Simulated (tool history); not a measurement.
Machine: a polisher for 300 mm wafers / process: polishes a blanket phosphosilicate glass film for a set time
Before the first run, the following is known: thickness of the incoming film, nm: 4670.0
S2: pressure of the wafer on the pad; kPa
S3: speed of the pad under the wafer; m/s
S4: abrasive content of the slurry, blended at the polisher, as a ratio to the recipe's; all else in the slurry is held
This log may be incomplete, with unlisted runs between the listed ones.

run 1 hour=0 | flow_of_slurry_(ml/min)=315 S2=23.4 S3=1 S4=1 polishing_time_(s)=66 | film_removed_(Å)=6281.6
run 2 hour=2.7 | flow_of_slurry_(ml/min)=315 S2=20.7 S3=0.98 S4=1 polishing_time_(s)=66 | film_removed_(Å)=5536.2
run 3 hour=11.4 | flow_of_slurry_(ml/min)=315 S2=18.6 S3=0.94 S4=1 polishing_time_(s)=66 | film_removed_(Å)=4736.5
run 4 hour=13.3 | flow_of_slurry_(ml/min)=315 S2=18.6 S3=0.94 S4=1 polishing_time_(s)=70 | film_removed_(Å)=5138.5
run 5 hour=16.7 | flow_of_slurry_(ml/min)=315 S2=17.2 S3=0.92 S4=1 polishing_time_(s)=70 | film_removed_(Å)=4652.7
run 6 hour=17.2 | flow_of_slurry_(ml/min)=315 S2=17.2 S3=0.92 S4=1 polishing_time_(s)=66 | film_removed_(Å)=4428.4
run 7 hour=23.6 | flow_of_slurry_(ml/min)=315 S2=15.9 S3=0.92 S4=1 polishing_time_(s)=66 | film_removed_(Å)=4075.7
run 8 hour=32.5 | flow_of_slurry_(ml/min)=315 S2=15.2 S3=0.92 S4=1 polishing_time_(s)=66 | film_removed_(Å)=3862.4
run 9 hour=39.4 | flow_of_slurry_(ml/min)=315 S2=14.5 S3=0.92 S4=1 polishing_time_(s)=66 | film_removed_(Å)=3747.1

Run 10 comes next. What will it give?
run 10 hour=44.4 | flow_of_slurry_(ml/min)=315 S2=10.3 S3=0.92 S4=1 polishing_time_(s)=66 | film_removed_(Å)=?

film removed (Å): 2700.4

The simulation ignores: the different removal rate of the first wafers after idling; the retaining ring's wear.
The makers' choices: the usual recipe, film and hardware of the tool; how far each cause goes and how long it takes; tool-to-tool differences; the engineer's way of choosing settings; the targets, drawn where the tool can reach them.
